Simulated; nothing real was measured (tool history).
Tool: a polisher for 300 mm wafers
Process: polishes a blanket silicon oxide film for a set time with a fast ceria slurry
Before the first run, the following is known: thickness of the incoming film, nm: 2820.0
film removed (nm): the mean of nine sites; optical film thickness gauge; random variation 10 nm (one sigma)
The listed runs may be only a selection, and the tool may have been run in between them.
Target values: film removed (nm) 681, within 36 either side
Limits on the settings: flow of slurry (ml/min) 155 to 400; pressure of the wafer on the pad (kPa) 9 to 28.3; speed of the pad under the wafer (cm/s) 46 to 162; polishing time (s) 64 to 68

run,hour,flow of slurry (ml/min),pressure of the wafer on the pad (kPa),speed of the pad under the wafer (cm/s),polishing time (s),film removed (nm)
1,0,255,18.6,104,64,1119.8
2,6.2,255,18.6,104,64,1137.1
3,7.1,255,17.2,102,64,1031.9
4,10.6,255,17.2,102,68,1101.3
5,18.9,285,17.2,102,68,1089
6,27.9,325,17.2,102,68,1117.3
7,33.7,325,15.9,100,68,997.88
8,35.6,325,14.5,100,68,930.54
9,40.8,325,13.8,100,68,901.95
10,41.8,325,9,94,68,570.67
11,45,325,9.7,94,68,611.39
12,48,325,10.3,94,68,632.86
13,52.5,325,11.7,94,68,730.47

Pick the move, out of 5, that brings all results within their allowed miss; only one does.
A,57,325,11.7,102,68,?
B,57,400,15.9,76,64,?
C,57,350,11,82,68,?
D,57,370,13.8,86,68,?
E,57,275,11.7,96,64,?

move,film removed (nm)
A,752.8
B,722.99
C,578.55
D,752.45
E,659.63
A: misses by more than the last run did
B: closes in on the targets versus the last run, not all within tolerance yet
C: moves the result that the last run missed by most past its target, out the other side
D: misses by more than the last run did
E: meets every target
Correct choice: E, which meets every target

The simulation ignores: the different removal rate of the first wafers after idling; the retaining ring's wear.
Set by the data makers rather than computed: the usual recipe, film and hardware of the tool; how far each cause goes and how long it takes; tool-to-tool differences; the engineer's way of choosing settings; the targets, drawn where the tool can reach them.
